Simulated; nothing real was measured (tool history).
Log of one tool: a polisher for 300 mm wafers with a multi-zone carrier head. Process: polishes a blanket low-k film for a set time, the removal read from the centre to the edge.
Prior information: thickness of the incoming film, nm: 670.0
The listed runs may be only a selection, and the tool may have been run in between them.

run,hour,flow of slurry (ml/min),pressure of the head's centre zone,pressure of the head's middle zone,pressure of the head's edge zone,abrasive content of the slurry,polishing time (s),film removed at the wafer's centre (angstrom),film removed at mid-radius (angstrom),film removed at the wafer's edge (angstrom)
1,0,135,1,1,1,1,45,121.78,124.38,122.28
2,6.3,130,1.01,0.96,0.96,0.85,43,108.89,103.29,105.58
3,14.5,145,1.01,0.96,0.96,0.85,43,110.2,107.64,108.6
4,15,145,1.01,1.01,0.96,0.85,43,112.04,114.4,104.62
5,21.3,135,1.01,0.98,0.93,0.75,42,99.598,96.385,96.946
6,25.5,130,1.02,0.98,0.9,0.7,42,95.911,93.284,89.488
7,29.9,120,1.03,0.96,0.88,0.65,42,90.044,84.558,83.878

What will run 8 give?
8,31.8,85,1.07,0.9,0.81,0.65,42,?,?,?

film removed at the wafer's centre (angstrom): 85.961
film removed at mid-radius (angstrom): 74.704
film removed at the wafer's edge (angstrom): 76.861
